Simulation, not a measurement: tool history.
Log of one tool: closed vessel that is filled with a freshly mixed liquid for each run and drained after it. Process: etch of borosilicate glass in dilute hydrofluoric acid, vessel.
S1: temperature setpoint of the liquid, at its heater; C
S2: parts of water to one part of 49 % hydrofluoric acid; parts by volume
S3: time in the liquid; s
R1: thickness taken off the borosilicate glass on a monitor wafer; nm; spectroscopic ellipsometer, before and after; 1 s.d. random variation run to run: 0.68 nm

run	hour	S1	S2	S3	R1
1	0	23	105	100	32.097
2	4.8	24.5	95	100	38.722
3	6.9	26	85	100	45.057
4	10	27	80	100	50.547
# hour 18.1: thermometer replaced
5	18.1	28	75	100	60.808
6	25.1	28.5	75	100	62.457

What does the tool deliver on the next run?
7	28.2	29	75	100	?

R1: 63.335 nm

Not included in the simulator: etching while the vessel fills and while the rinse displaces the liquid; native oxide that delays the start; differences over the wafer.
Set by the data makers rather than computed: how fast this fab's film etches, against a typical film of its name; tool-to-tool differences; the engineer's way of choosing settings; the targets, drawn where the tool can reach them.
